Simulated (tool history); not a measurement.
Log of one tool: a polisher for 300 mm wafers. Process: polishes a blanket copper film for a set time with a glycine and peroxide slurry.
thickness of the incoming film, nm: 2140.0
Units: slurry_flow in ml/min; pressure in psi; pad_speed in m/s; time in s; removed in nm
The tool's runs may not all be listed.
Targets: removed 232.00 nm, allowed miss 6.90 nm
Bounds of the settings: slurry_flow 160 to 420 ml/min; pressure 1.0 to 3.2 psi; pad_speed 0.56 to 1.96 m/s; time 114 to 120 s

run 1 hour=0.0 | slurry_flow=270 pressure=2.1 pad_speed=1.26 time=114 | removed=442.73
run 2 hour=2.5 | slurry_flow=270 pressure=2.4 pad_speed=1.26 time=114 | removed=488.50
run 3 hour=10.6 | slurry_flow=270 pressure=2.4 pad_speed=1.26 time=114 | removed=489.90
run 4 hour=11.6 | slurry_flow=230 pressure=2.4 pad_speed=1.26 time=114 | removed=484.70
run 5 hour=14.8 | slurry_flow=230 pressure=2.2 pad_speed=1.20 time=114 | removed=434.29
run 6 hour=23.4 | slurry_flow=295 pressure=2.2 pad_speed=1.20 time=114 | removed=443.13
run 7 hour=25.2 | slurry_flow=295 pressure=2.0 pad_speed=1.14 time=114 | removed=393.06
run 8 hour=26.5 | slurry_flow=295 pressure=2.0 pad_speed=1.14 time=114 | removed=395.14
run 9 hour=33.5 | slurry_flow=295 pressure=2.0 pad_speed=1.14 time=114 | removed=391.16
run 10 hour=34.6 | slurry_flow=295 pressure=1.8 pad_speed=1.10 time=114 | removed=350.92
run 11 hour=36.4 | slurry_flow=295 pressure=1.7 pad_speed=1.08 time=114 | removed=328.51
-- hour=43.5 worn pad replaced by a new one
run 12 hour=43.5 | slurry_flow=290 pressure=1.6 pad_speed=1.08 time=114 | removed=358.21
run 13 hour=47.4 | slurry_flow=300 pressure=1.5 pad_speed=1.02 time=114 | removed=324.33
run 14 hour=55.5 | slurry_flow=300 pressure=1.4 pad_speed=0.96 time=114 | removed=292.53
run 15 hour=61.4 | slurry_flow=300 pressure=1.3 pad_speed=0.92 time=114 | removed=275.04
run 16 hour=67.1 | slurry_flow=290 pressure=1.0 pad_speed=0.82 time=114 | removed=216.50

4 next moves are on the table. One of them brings every result within its allowed miss. Which?
run A hour=72.8 | slurry_flow=290 pressure=1.0 pad_speed=0.86 time=118 | removed=?
run B hour=72.8 | slurry_flow=180 pressure=1.0 pad_speed=0.90 time=114 | removed=?
run C hour=72.8 | slurry_flow=340 pressure=1.0 pad_speed=0.80 time=114 | removed=?
run D hour=72.8 | slurry_flow=355 pressure=1.0 pad_speed=0.74 time=116 | removed=?

move=A removed=231.06
move=B removed=219.12
move=C removed=216.65
move=D removed=211.61
A: meets every target
B: nearer than the last run, and not there yet
C: as far off as the last run
D: further off than the last run
Move A is the one to make.
